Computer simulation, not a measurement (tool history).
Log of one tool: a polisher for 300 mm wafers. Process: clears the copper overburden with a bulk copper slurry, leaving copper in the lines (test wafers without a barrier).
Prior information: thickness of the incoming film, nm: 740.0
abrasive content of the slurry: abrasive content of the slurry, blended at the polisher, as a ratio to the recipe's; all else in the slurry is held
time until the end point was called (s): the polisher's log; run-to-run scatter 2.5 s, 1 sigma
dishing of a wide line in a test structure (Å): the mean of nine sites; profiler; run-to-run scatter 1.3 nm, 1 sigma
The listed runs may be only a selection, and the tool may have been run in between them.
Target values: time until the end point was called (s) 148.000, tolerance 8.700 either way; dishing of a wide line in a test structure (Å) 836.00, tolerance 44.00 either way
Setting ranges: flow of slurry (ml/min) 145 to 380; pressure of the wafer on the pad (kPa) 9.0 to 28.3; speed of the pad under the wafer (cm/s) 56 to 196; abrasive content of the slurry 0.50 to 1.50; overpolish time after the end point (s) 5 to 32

run	hour	flow of slurry (ml/min)	pressure of the wafer on the pad (kPa)	speed of the pad under the wafer (cm/s)	abrasive content of the slurry	overpolish time after the end point (s)	time until the end point was called (s)	dishing of a wide line in a test structure (Å)
1	0.0	245	18.6	126	1.00	16	67.134	1047.80
2	3.5	245	15.2	114	1.00	19	87.775	886.58
3	9.3	245	15.2	128	1.00	19	77.386	986.15
4	13.6	245	15.2	128	1.20	19	75.536	1007.10
5	21.8	245	13.1	112	1.20	23	102.870	954.45
6	25.7	245	17.2	112	1.20	23	77.232	1145.90
7	28.6	245	14.5	106	1.20	25	93.600	995.90
8	33.0	240	12.4	100	1.25	27	117.320	939.75
9	34.1	240	11.0	100	1.25	28	129.620	864.37

Below are 4 possible settings for the next run. Only one of them brings all results inside the allowed miss of their targets. Which is it?
A	35.2	210	9.7	104	1.05	31	?	?
B	35.2	240	11.0	104	1.30	27	?	?
C	35.2	280	10.3	132	1.15	23	?	?
D	35.2	260	11.0	114	1.15	27	?	?

move	time until the end point was called (s)	dishing of a wide line in a test structure (Å)
A	150.630	856.09
B	125.390	902.18
C	107.270	888.60
D	116.990	938.36
A: meets every target
B: lands further from the targets than the last run did
C: lands further from the targets than the last run did
D: lands further from the targets than the last run did
Move A is the one to make.
